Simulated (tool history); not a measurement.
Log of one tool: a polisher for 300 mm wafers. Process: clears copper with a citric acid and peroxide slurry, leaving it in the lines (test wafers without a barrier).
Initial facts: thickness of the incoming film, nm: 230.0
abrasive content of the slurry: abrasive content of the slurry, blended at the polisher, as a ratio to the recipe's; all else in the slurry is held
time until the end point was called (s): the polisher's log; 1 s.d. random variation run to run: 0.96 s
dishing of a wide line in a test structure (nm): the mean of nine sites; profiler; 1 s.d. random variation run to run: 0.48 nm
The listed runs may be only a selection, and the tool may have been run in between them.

| run | day | flow of slurry (ml/min) | pressure of the wafer on the pad (psi) | speed of the pad under the wafer (m/s) | abrasive content of the slurry | overpolish time after the end point (s) | time until the end point was called (s) | dishing of a wide line in a test structure (nm) |
|---|---|---|---|---|---|---|---|---|
| 1 | 0.000 | 235 | 2.1 | 1.08 | 1.0 | 23 | 109.80 | 29.975 |
| 2 | 0.208 | 285 | 2.1 | 1.08 | 1.0 | 23 | 108.90 | 29.081 |
| 3 | 0.354 | 230 | 2.1 | 1.08 | 1.0 | 23 | 113.13 | 29.241 |
| 4 | 0.683 | 235 | 2.1 | 1.08 | 1.0 | 22 | 113.01 | 28.190 |
| 5 | 0.950 | 240 | 2.1 | 1.08 | 1.0 | 21 | 111.12 | 26.363 |
| 6 | 1.262 | 240 | 1.8 | 1.08 | 1.0 | 21 | 126.78 | 23.464 |
| 7 | 1.512 | 240 | 1.9 | 1.08 | 1.0 | 20 | 124.57 | 23.598 |
| 8 | 1.846 | 240 | 2.0 | 1.08 | 1.0 | 19 | 116.94 | 23.140 |

Predict the results of run 9:
| 9 | 1.900 | 240 | 2.1 | 1.08 | 1.0 | 19 | ? | ? |

Logged for run 9: time until the end point was called (s) 111.39, dishing of a wide line in a test structure (nm) 24.468.
